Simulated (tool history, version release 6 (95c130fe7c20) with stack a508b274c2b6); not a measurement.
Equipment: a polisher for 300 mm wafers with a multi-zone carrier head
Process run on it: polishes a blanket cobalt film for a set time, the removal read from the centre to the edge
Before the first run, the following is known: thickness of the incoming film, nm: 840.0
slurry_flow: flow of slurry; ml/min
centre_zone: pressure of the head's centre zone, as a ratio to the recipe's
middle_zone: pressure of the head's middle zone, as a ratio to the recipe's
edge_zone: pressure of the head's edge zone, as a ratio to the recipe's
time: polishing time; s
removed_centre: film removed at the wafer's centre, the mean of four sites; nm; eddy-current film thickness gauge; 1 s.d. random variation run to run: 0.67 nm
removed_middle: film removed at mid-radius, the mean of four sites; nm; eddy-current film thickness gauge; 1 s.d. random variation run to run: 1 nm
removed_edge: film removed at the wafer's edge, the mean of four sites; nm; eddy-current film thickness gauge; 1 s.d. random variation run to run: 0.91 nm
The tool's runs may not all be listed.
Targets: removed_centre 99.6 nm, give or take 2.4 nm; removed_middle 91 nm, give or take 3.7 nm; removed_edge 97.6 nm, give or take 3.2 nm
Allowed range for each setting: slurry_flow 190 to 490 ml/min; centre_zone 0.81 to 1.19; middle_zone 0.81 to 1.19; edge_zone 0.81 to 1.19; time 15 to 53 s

run	hour	slurry_flow	centre_zone	middle_zone	edge_zone	time	removed_centre	removed_middle	removed_edge
1	0	315	1	1	1	34	176.3	176.45	177.49
2	2.3	315	1	1	1.08	34	176.87	173.85	181.8
3	10.2	305	1	0.98	1.05	30	157.08	154.53	159.04
4	16	305	1	0.9	1.05	30	156.39	143.94	157.54
5	22.2	305	1	0.86	1.05	30	155.77	135.52	160.83
6	30.8	305	1	0.94	1.05	30	156.32	151.11	161.12
7	32	280	1.01	0.91	1.02	27	140.37	131.05	143.86
8	40.6	320	1	0.86	0.92	17	89.534	78.499	87.239
9	42.1	320	1.01	0.88	0.94	17	88.621	79.394	86.925
10	46.5	365	1.06	0.93	1.02	21	116.69	102.16	112.44
11	51.4	370	1.04	0.92	1	21	116.26	103.94	112.55
12	54.4	350	1.03	0.91	0.98	21	114.05	101.3	107.89
13	58.4	260	0.93	0.85	0.95	21	100.11	93.18	105.34
14	58.9	260	0.94	0.85	0.93	21	101.1	95.646	105.47
15	62.7	265	0.94	0.85	0.91	21	101.5	97.041	104.94
16	65.5	270	0.95	0.84	0.9	21	100.82	94.369	102.54
17	70.9	270	0.95	0.84	0.89	21	101.34	95.059	102.61
18	76.3	270	0.95	0.84	0.88	21	102.33	91.831	102.84
19	79.4	270	0.95	0.84	0.88	21	102.01	92.997	104.76
20	85.5	270	0.96	0.85	0.88	21	103.49	95.653	101.57
21	90.4	270	0.96	0.84	0.87	21	103.1	92.246	101.15
22	97	270	0.96	0.84	0.86	21	102.83	93.073	100.82
23	105.8	270	0.96	0.84	0.85	21	103.65	93.374	100.84
24	108	270	0.95	0.84	0.84	21	101.64	95.468	100.43
25	115.6	270	0.95	0.83	0.83	21	100.96	92.763	100.23

Next run, 5 choices. One meets every target within its allowed miss, the rest don't. Which?
A	123.2	290	0.91	0.93	0.88	21	?	?	?
B	123.2	250	0.9	0.87	0.86	22	?	?	?
C	123.2	205	0.95	0.84	0.81	21	?	?	?
D	123.2	345	0.95	0.81	0.81	21	?	?	?
E	123.2	250	0.95	0.81	0.91	21	?	?	?

move	removed_centre	removed_middle	removed_edge
A	97.999	101.56	102.29
B	100.01	99.353	105.09
C	98.604	90.317	96.289
D	103.83	91.877	99.796
E	100.77	89.412	103.01
A: lands further from the targets than the last run did
B: lands further from the targets than the last run did
C: each result inside its tolerance
D: brings the result that was furthest off to its target, and leaves another outside
E: lands further from the targets than the last run did
The move that meets every target is C.
